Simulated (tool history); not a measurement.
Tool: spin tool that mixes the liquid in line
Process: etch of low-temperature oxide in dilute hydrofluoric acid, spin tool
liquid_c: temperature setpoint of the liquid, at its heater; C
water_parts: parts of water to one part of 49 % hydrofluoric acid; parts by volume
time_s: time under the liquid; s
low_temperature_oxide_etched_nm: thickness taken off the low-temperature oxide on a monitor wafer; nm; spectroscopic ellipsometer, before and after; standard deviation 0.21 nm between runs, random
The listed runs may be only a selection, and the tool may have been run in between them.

| run | hour | liquid_c | water_parts | time_s | low_temperature_oxide_etched_nm |
|---|---|---|---|---|---|
| 1 | 0.0 | 24.0 | 90 | 275 | 43.116 |
| 2 | 4.0 | 22.0 | 100 | 275 | 36.131 |
| 3 | 7.5 | 22.0 | 85 | 275 | 42.815 |
| 4 | 11.9 | 20.5 | 95 | 275 | 35.570 |
| 5 | 18.2 | 20.5 | 95 | 295 | 38.178 |
|  | 20.9 | hydrofluoric acid flow meter replaced |
| 6 | 20.9 | 19.5 | 105 | 295 | 35.263 |
| 7 | 25.0 | 19.0 | 115 | 295 | 31.322 |
| 8 | 33.2 | 18.5 | 125 | 295 | 27.706 |

What will run 9 give?
| 9 | 38.9 | 18.5 | 125 | 295 | ? |

Run 9 came out at low_temperature_oxide_etched_nm 27.913 nm.

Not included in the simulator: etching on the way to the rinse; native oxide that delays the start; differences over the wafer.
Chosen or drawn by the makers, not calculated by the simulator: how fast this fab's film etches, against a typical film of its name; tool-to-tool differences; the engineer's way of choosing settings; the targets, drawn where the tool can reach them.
